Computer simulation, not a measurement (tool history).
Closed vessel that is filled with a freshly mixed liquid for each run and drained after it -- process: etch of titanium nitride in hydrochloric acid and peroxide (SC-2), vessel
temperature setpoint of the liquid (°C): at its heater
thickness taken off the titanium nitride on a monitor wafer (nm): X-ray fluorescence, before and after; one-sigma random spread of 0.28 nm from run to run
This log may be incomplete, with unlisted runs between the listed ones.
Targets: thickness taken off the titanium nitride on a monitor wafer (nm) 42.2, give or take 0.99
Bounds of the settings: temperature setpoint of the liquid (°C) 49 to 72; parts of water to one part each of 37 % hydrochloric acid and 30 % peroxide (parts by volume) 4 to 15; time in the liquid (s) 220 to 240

run	hour	temperature setpoint of the liquid (°C)	parts of water to one part each of 37 % hydrochloric acid and 30 % peroxide (parts by volume)	time in the liquid (s)	thickness taken off the titanium nitride on a monitor wafer (nm)
1	0	65	8.5	220	20.016
2	2	66	8	220	22.1
3	6.3	66	8	220	22.272
4	14.7	61.5	8	220	16.983
5	17.6	68.5	8	220	25.797
6	19.4	68.5	7	220	28.664
# hour 26.3: chemicals flow meter replaced
7	26.3	69	7	220	31.312
8	27.6	69.5	7	220	32.501

Exercise: of the 4 proposed moves below, exactly one satisfies all targets within the stated allowed misses. Which move is it?
A	28.9	68.5	6	240	?
B	28.9	70.5	6	240	?
C	28.9	69.5	8.5	220	?
D	28.9	65.5	6.5	240	?

move	thickness taken off the titanium nitride on a monitor wafer (nm)
A	37.673
B	42.418
C	27.924
D	29.601
A: closes in on the targets versus the last run, not all within tolerance yet
B: every result within its allowed miss
C: lands further from the targets than the last run did
D: lands further from the targets than the last run did
B meets every target.
